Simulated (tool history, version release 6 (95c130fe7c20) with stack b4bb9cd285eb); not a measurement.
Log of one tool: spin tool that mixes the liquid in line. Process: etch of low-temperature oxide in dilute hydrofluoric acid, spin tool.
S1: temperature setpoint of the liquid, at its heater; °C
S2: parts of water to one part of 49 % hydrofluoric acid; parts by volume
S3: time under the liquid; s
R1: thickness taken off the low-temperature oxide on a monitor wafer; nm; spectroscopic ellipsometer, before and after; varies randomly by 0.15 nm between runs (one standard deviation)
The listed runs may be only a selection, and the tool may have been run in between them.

Run 1, day 0: S1 24 °C, S2 255 parts by volume, S3 285 s. Result: R1 13.751 nm.
Run 2, day 0.188: S1 21 °C, S2 255 parts by volume, S3 285 s. Result: R1 12.536 nm.
Run 3, day 0.362: S1 22 °C, S2 255 parts by volume, S3 285 s. Result: R1 12.919 nm.
Run 4, day 0.471: S1 22 °C, S2 340 parts by volume, S3 285 s. Result: R1 8.9475 nm.
Run 5, day 0.6: S1 22 °C, S2 260 parts by volume, S3 285 s. Result: R1 12.402 nm.
Run 6, day 0.946: S1 22 °C, S2 335 parts by volume, S3 285 s. Result: R1 9.0514 nm.

What will run 7 give?
Run 7, day 1.238: S1 23 °C, S2 325 parts by volume, S3 285 s. Result: R1 ?.

Run 7 gave R1 9.9277 nm.
